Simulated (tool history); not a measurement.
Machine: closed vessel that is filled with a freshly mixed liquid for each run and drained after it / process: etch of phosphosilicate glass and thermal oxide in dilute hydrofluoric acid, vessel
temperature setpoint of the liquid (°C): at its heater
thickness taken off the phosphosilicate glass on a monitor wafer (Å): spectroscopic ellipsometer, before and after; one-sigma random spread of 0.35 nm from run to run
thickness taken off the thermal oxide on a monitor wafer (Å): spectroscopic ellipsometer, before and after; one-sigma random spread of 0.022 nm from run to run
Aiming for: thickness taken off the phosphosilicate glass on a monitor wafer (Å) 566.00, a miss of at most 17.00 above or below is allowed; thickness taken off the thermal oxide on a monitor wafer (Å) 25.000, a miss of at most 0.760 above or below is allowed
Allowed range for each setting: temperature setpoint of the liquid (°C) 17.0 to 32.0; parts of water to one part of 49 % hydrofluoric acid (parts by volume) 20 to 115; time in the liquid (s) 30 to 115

run    day  temperature setpoint of the liquid (°C)  parts of water to one part of 49 % hydrofluoric acid (parts by volume)  time in the liquid (s)  thickness taken off the phosphosilicate glass on a monitor wafer (Å)  thickness taken off the thermal oxide on a monitor wafer (Å)
  1  0.000                                     24.0                                                                      65                      60                                                               1042.90                                                        46.505
  2  0.162                                     21.5                                                                      65                      60                                                                950.50                                                        42.109
  3  0.500                                     20.5                                                                      70                      60                                                                840.56                                                        37.504
  4  0.654                                     18.5                                                                      70                      60                                                                773.97                                                        33.659
  5  1.000                                     18.5                                                                      75                      60                                                                719.74                                                        31.346
  6  1.333                                     18.5                                                                      75                      85                                                               1012.30                                                        45.403
  7  1.517                                     18.0                                                                      80                      85                                                                923.94                                                        41.296
  8  1.883                                     18.0                                                                      85                      85                                                                868.76                                                        38.467
  9  2.158                                     18.0                                                                      90                      85                                                                808.19                                                        36.001
 10  2.283                                     17.0                                                                     115                      85                                                                596.24                                                        26.057

Pick the move, out of 4, that brings all results within their allowed miss; only one does.
  A  2.408                                     19.0                                                                     110                      70                                                                     ?                                                             ?
  B  2.408                                     18.0                                                                     115                      85                                                                     ?                                                             ?
  C  2.408                                     19.0                                                                      90                      60                                                                     ?                                                             ?
  D  2.408                                     20.0                                                                      55                      30                                                                     ?                                                             ?

move  thickness taken off the phosphosilicate glass on a monitor wafer (Å)  thickness taken off the thermal oxide on a monitor wafer (Å)
   A                                                                559.32                                                        24.864
   B                                                                620.07                                                        27.564
   C                                                                598.87                                                        26.622
   D                                                                532.01                                                        23.650
A: all results in spec
B: further off than the last run
C: further off than the last run
D: takes the biggest miss from the last run beyond its target
Move A is the one to make.

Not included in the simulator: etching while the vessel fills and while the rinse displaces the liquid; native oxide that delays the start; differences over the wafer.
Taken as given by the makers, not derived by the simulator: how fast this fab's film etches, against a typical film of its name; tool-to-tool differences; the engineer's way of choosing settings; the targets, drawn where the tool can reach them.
